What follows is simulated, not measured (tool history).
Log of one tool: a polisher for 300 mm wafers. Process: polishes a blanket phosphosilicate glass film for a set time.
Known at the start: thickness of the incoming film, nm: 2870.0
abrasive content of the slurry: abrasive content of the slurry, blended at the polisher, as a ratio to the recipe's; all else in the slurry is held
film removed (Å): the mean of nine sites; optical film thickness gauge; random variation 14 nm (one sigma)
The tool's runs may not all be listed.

run	day	flow of slurry (ml/min)	pressure of the wafer on the pad (kPa)	speed of the pad under the wafer (cm/s)	abrasive content of the slurry	polishing time (s)	film removed (Å)
1	0	190	29	116	1	54	6662
2	0.146	190	31	116	1	54	7012.2
3	0.312	190	31	88	1	54	5789.4
4	0.508	190	31	88	0.9	54	5656.6
5	0.638	190	33.8	92	0.9	54	6317.2
6	0.692	190	27.6	92	0.9	54	5320.3
7	0.75	190	27.6	92	0.9	54	5272.7

The next listed run, before its measurement:
8	0.979	190	31	96	0.9	54	?

Run 8 gave film removed (Å) 5896.3.
